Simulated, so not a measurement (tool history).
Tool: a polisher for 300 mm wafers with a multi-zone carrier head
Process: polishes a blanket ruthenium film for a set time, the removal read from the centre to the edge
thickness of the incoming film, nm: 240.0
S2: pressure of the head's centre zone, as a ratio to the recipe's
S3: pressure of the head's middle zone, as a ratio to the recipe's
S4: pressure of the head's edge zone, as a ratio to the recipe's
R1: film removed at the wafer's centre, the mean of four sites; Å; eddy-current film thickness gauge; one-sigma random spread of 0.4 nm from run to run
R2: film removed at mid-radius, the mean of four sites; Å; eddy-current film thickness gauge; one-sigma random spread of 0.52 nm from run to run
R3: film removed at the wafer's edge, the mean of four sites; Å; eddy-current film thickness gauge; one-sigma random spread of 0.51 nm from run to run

{"run": 1, "hour": 0.0, "flow of slurry (ml/min)": 270, "S2": 1, "S3": 1, "S4": 1, "polishing time (s)": 76, "R1": 916.72, "R2": 904.09, "R3": 921.8}
{"run": 2, "hour": 6.6, "flow of slurry (ml/min)": 270, "S2": 1, "S3": 1, "S4": 0.94, "polishing time (s)": 76, "R1": 925.24, "R2": 908.71, "R3": 894.12}
{"run": 3, "hour": 14.3, "flow of slurry (ml/min)": 260, "S2": 0.96, "S3": 0.97, "S4": 0.92, "polishing time (s)": 65, "R1": 751.19, "R2": 741.48, "R3": 753.85}
{"run": 4, "hour": 16.3, "flow of slurry (ml/min)": 260, "S2": 0.96, "S3": 0.97, "S4": 0.92, "polishing time (s)": 51, "R1": 588.54, "R2": 591.35, "R3": 586.39}
{"run": 5, "hour": 24.5, "flow of slurry (ml/min)": 255, "S2": 0.94, "S3": 0.95, "S4": 0.91, "polishing time (s)": 48, "R1": 545.39, "R2": 532.38, "R3": 561.49}
{"run": 6, "hour": 26.1, "flow of slurry (ml/min)": 250, "S2": 0.92, "S3": 0.95, "S4": 0.89, "polishing time (s)": 47, "R1": 525.79, "R2": 527.06, "R3": 531.45}
{"run": 7, "hour": 27.1, "flow of slurry (ml/min)": 240, "S2": 0.9, "S3": 0.94, "S4": 0.89, "polishing time (s)": 47, "R1": 512.83, "R2": 516.51, "R3": 537.78}

Run 8, settings as shown, results not yet in. Your forecast:
{"run": 8, "hour": 34.9, "flow of slurry (ml/min)": 235, "S2": 0.88, "S3": 0.93, "S4": 0.87, "polishing time (s)": 47, "R1": "?", "R2": "?", "R3": "?"}

Run 8 yielded R1 498.31 Å, R2 529.19 Å, R3 541.1 Å.
